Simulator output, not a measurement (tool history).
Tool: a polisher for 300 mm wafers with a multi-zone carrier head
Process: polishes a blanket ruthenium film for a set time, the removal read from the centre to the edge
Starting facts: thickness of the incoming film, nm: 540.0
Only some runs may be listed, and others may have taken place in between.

run  hour  flow of slurry (ml/min)  pressure of the head's centre zone  pressure of the head's middle zone  pressure of the head's edge zone  polishing time (s)  film removed at the wafer's centre (Å)  film removed at mid-radius (Å)  film removed at the wafer's edge (Å)
  1   0.0                      260                                1.00                                1.00                              1.00                  36                                  463.01                          475.30                                464.25
  2   7.2                      260                                1.08                                1.00                              1.00                  36                                  487.50                          484.55                                473.89
  3  11.9                      245                                1.00                                1.04                              1.02                  30                                  370.96                          411.60                                396.49
  4  14.2                      235                                0.95                                1.04                              0.99                  27                                  322.71                          359.85                                355.69
  5  20.0                      235                                0.92                                1.07                              0.95                  25                                  293.60                          337.09                                322.76
  6  22.9                      235                                0.92                                1.07                              0.95                  30                                  358.25                          418.86                                377.19
  7  29.9                      230                                0.89                                1.08                              0.94                  27                                  309.04                          372.68                                334.14
  8  30.9                      225                                0.86                                1.08                              0.93                  25                                  273.01                          343.98                                312.55
  9  34.7                      220                                0.85                                1.07                              0.90                  24                                  257.21                          331.59                                300.10

Run 10 is up next; what results do you expect?
 10  42.0                      220                                0.86                                1.07                              0.89                  23                                       ?                               ?                                     ?

film removed at the wafer's centre (Å): 252.16
film removed at mid-radius (Å): 320.88
film removed at the wafer's edge (Å): 289.07
